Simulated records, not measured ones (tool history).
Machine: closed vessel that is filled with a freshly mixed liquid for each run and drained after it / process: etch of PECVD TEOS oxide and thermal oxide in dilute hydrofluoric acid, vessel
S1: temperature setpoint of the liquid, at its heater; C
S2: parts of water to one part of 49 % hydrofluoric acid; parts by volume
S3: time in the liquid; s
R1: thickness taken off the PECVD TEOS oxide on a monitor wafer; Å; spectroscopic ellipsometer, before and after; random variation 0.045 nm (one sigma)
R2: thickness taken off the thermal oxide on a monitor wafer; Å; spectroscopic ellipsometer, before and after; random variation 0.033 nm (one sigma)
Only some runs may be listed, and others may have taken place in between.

run	hour	S1	S2	S3	R1	R2
1	0.0	23.0	50	60	144.46	56.107
2	2.4	25.0	50	60	157.16	62.367
3	11.0	23.5	55	60	134.13	51.938
4	14.4	23.5	55	75	166.74	65.899
# hour 19.3: hydrofluoric acid flow meter replaced
5	19.3	22.0	60	75	154.04	60.929
6	27.6	21.0	65	75	135.71	54.218
7	34.8	20.0	70	75	119.77	47.479

For run 8, what comes out?
8	39.2	19.5	75	75	?	?

R1: 110.20 Å
R2: 42.972 Å
